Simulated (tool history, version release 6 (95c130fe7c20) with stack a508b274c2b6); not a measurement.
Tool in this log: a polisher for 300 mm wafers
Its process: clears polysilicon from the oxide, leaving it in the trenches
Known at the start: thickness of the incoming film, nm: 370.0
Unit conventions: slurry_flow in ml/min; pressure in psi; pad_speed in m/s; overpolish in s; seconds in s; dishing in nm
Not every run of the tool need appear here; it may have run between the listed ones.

run	hour	slurry_flow	pressure	pad_speed	overpolish	seconds	dishing
1	0.0	235	2.9	1.22	8	18.477	68.014
2	2.2	235	2.4	1.22	8	21.499	63.404
3	6.7	235	2.4	1.22	10	21.168	69.031
4	12.1	235	2.4	1.44	10	18.726	70.932
5	13.6	235	2.4	1.44	12	18.881	73.723
6	18.3	235	2.4	1.44	10	18.810	71.020
7	25.4	235	2.2	1.44	11	19.807	71.632
8	29.0	235	2.0	1.44	11	21.846	70.056

What does the tool deliver on the next run?
9	32.2	235	1.9	1.44	11	?	?

seconds: 22.805 s
dishing: 68.439 nm
